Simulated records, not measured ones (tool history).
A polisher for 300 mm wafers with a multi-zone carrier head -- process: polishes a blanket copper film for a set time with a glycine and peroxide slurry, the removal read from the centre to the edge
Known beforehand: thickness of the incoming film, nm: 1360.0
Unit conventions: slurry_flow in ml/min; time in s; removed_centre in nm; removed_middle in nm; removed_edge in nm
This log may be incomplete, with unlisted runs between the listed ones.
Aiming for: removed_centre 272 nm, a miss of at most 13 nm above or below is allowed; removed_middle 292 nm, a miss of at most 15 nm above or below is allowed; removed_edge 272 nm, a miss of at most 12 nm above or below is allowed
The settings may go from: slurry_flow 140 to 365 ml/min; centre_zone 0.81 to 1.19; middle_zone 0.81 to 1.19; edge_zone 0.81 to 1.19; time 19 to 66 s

run	day	slurry_flow	centre_zone	middle_zone	edge_zone	time	removed_centre	removed_middle	removed_edge
1	0	235	1	1	1	42	212.99	198.47	190.85
2	0.204	235	1	1	1.04	42	218.85	197.57	197.42
3	0.508	235	1	1	1.04	50	256.73	232.12	238.12
4	0.638	240	0.99	1.03	1.05	51	269.11	243.05	242.7
5	0.683	240	0.99	1.03	1.05	44	224.47	210.43	207.77
6	0.908	240	0.99	1.03	1.05	35	179.46	166.33	164.9
7	1.05	240	0.97	1.05	1.05	40	205.79	190	189.49
8	1.408	230	0.94	1.07	1.02	44	218.8	216.44	205.84

Next run, 4 choices. One meets every target within its allowed miss, the rest don't. Which?
A	1.767	240	0.95	1.11	1.05	62	?	?	?
B	1.767	230	0.96	1.19	0.85	59	?	?	?
C	1.767	180	0.87	1.18	1.1	61	?	?	?
D	1.767	140	0.88	1.09	0.99	61	?	?	?

move	removed_centre	removed_middle	removed_edge
A	299.72	314.04	298.75
B	287.36	316.38	256.52
C	263.7	318.75	295.7
D	260.83	292.01	277.06
A: carries the result that was furthest off beyond its target, to the other side
B: an improvement on the last run, though not all results are within tolerance
C: carries the result that was furthest off beyond its target, to the other side
D: hits every target within its allowed miss
Go with D: it meets all targets.

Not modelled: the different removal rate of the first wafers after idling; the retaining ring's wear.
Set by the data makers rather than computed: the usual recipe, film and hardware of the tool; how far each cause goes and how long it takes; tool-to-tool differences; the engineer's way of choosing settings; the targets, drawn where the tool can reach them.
